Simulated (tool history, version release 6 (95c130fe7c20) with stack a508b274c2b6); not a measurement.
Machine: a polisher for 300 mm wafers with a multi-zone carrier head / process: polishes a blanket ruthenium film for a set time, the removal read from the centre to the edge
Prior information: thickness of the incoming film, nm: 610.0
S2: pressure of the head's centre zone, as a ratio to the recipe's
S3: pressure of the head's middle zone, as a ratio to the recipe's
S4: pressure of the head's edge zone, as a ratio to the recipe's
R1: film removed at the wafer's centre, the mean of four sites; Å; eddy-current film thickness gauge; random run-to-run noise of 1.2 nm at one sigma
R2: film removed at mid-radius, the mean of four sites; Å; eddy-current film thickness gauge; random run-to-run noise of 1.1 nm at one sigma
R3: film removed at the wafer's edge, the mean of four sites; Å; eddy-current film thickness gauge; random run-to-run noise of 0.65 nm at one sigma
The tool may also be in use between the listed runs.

{"run": 1, "hour": 0.0, "flow of slurry (ml/min)": 145, "S2": 1, "S3": 1, "S4": 1, "polishing time (s)": 55, "R1": 655.59, "R2": 656.9, "R3": 673.89}
{"run": 2, "hour": 7.5, "flow of slurry (ml/min)": 145, "S2": 1, "S3": 1, "S4": 1.07, "polishing time (s)": 55, "R1": 646.04, "R2": 627.11, "R3": 699.58}
{"run": 3, "hour": 16.0, "flow of slurry (ml/min)": 155, "S2": 1.01, "S3": 1.02, "S4": 1.07, "polishing time (s)": 56, "R1": 684.1, "R2": 670.71, "R3": 708.32}
{"run": 4, "hour": 24.3, "flow of slurry (ml/min)": 160, "S2": 1.01, "S3": 1.03, "S4": 1.08, "polishing time (s)": 57, "R1": 706.76, "R2": 702.75, "R3": 726.76}
{"run": 5, "hour": 28.1, "flow of slurry (ml/min)": 160, "S2": 1.01, "S3": 1.03, "S4": 1.08, "polishing time (s)": 70, "R1": 852.77, "R2": 861.72, "R3": 894.26}
{"run": 6, "hour": 34.8, "flow of slurry (ml/min)": 155, "S2": 1.02, "S3": 1.03, "S4": 1.06, "polishing time (s)": 69, "R1": 837.2, "R2": 835.2, "R3": 871.37}

Predict the results of run 7:
{"hour": 40.8, "done": "edge zone pressure recalibrated"}
{"run": 7, "hour": 40.8, "flow of slurry (ml/min)": 150, "S2": 1.03, "S3": 1.03, "S4": 1.05, "polishing time (s)": 69, "R1": "?", "R2": "?", "R3": "?"}

For run 7 the tool returned R1 830.12 Å, R2 845.86 Å, R3 829.6 Å.

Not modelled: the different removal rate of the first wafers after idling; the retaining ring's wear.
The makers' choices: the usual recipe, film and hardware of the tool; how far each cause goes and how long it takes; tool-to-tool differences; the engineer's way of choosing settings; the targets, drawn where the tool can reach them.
